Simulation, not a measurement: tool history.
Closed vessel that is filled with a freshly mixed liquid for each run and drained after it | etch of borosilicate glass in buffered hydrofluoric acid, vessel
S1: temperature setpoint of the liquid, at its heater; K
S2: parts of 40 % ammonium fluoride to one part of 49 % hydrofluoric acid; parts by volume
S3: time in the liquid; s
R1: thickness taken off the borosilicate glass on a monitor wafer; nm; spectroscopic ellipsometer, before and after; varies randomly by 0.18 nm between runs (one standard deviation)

{"run": 1, "hour": 0.0, "S1": 298.15, "S2": 12.5, "S3": 100, "R1": 120.31}
{"run": 2, "hour": 2.4, "S1": 298.15, "S2": 9.5, "S3": 100, "R1": 154.14}
{"run": 3, "hour": 7.6, "S1": 295.65, "S2": 9.5, "S3": 100, "R1": 135.66}
{"run": 4, "hour": 10.1, "S1": 293.65, "S2": 12.0, "S3": 100, "R1": 98.498}
{"run": 5, "hour": 17.8, "S1": 293.65, "S2": 15.0, "S3": 100, "R1": 78.656}
{"run": 6, "hour": 19.5, "S1": 293.65, "S2": 18.0, "S3": 100, "R1": 65.28}

Run 7 comes next. What will it give?
{"run": 7, "hour": 24.6, "S1": 293.15, "S2": 18.0, "S3": 100, "R1": "?"}

For run 7 the tool returned R1 64.040 nm.
